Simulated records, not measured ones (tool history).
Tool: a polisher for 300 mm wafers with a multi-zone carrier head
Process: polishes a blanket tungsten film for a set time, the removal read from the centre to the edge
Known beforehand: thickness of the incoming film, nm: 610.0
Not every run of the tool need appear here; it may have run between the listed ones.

run	day	flow of slurry (ml/min)	pressure of the head's centre zone	pressure of the head's middle zone	pressure of the head's edge zone	abrasive content of the slurry	polishing time (s)	film removed at the wafer's centre (angstrom)	film removed at mid-radius (angstrom)	film removed at the wafer's edge (angstrom)
1	0	160	1	1	1	1	46	2754	2496.2	2470.5
2	0.038	165	1.02	0.99	1.03	1.1	49	2985.2	2625.5	2701.4
3	0.138	165	1.02	0.99	1.03	1.1	42	2596.1	2236.1	2298.3
4	0.238	170	1.04	0.99	1.05	1.2	47	3049.9	2608.7	2631.2
5	0.567	170	1.04	0.99	0.97	1.2	47	3018.1	2592.7	2560.9
# day 0.938: centre zone pressure recalibrated
6	0.938	170	1.04	0.97	1	1.25	51	2931.6	2736.2	2753.5
7	1.058	170	1.04	0.97	1	1.25	51	2982.9	2780.2	2897.2

What does the tool deliver on the next run?
8	1.421	175	1.08	0.97	1.03	1.25	54	?	?	?

Run 8 measured film removed at the wafer's centre (angstrom) 3211, film removed at mid-radius (angstrom) 2934.7, film removed at the wafer's edge (angstrom) 3076.5.
